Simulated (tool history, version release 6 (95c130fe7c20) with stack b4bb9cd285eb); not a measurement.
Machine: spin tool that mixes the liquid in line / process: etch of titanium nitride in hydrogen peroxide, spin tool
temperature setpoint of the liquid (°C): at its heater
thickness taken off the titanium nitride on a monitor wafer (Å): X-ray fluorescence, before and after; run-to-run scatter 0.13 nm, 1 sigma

| run | hour | temperature setpoint of the liquid (°C) | concentration of hydrogen peroxide in the mixed liquid (% by weight) | time under the liquid (s) | thickness taken off the titanium nitride on a monitor wafer (Å) |
|---|---|---|---|---|---|
| 1 | 0.0 | 51.0 | 19 | 135 | 103.180 |
| 2 | 3.2 | 44.5 | 19 | 135 | 64.359 |
| 3 | 11.2 | 39.0 | 19 | 135 | 42.410 |
| 4 | 13.9 | 42.5 | 19 | 135 | 54.756 |
| 5 | 17.9 | 45.5 | 19 | 135 | 68.114 |
| 6 | 21.2 | 45.5 | 16 | 135 | 65.111 |
| 7 | 25.1 | 48.0 | 16 | 135 | 79.319 |
| 8 | 26.5 | 49.5 | 16 | 135 | 89.693 |
| 9 | 31.7 | 51.0 | 16 | 135 | 99.263 |

Estimate the outcome of run 10 from the log above:
| 10 | 35.3 | 52.0 | 16 | 135 | ? |

thickness taken off the titanium nitride on a monitor wafer (Å): 107.080
